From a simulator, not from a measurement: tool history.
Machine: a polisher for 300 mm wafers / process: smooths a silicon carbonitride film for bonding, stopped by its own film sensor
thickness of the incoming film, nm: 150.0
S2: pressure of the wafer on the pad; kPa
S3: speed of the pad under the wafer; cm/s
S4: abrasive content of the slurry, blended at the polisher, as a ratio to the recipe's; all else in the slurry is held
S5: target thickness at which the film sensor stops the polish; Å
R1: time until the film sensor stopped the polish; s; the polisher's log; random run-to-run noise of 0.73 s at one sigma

{"run": 1, "hour": 0.0, "flow of slurry (ml/min)": 255, "S2": 18.6, "S3": 104, "S4": 1, "S5": 1030, "R1": 135.5}
{"run": 2, "hour": 8.3, "flow of slurry (ml/min)": 255, "S2": 20, "S3": 106, "S4": 1, "S5": 1030, "R1": 126.83}
{"run": 3, "hour": 13.5, "flow of slurry (ml/min)": 255, "S2": 20, "S3": 106, "S4": 1, "S5": 1030, "R1": 128.82}
{"run": 4, "hour": 21.6, "flow of slurry (ml/min)": 200, "S2": 20, "S3": 106, "S4": 1, "S5": 1030, "R1": 131.07}
{"run": 5, "hour": 22.8, "flow of slurry (ml/min)": 205, "S2": 21.4, "S3": 110, "S4": 1, "S5": 1030, "R1": 116.61}
{"run": 6, "hour": 29.5, "flow of slurry (ml/min)": 205, "S2": 21.4, "S3": 110, "S4": 1.15, "S5": 1030, "R1": 112.55}
{"run": 7, "hour": 34.0, "flow of slurry (ml/min)": 205, "S2": 22.1, "S3": 112, "S4": 1.15, "S5": 1030, "R1": 108.02}

Expected results for the next run?
{"run": 8, "hour": 42.5, "flow of slurry (ml/min)": 210, "S2": 26.9, "S3": 128, "S4": 1.15, "S5": 1030, "R1": "?"}

{"run 8": {"R1": 79.824}}

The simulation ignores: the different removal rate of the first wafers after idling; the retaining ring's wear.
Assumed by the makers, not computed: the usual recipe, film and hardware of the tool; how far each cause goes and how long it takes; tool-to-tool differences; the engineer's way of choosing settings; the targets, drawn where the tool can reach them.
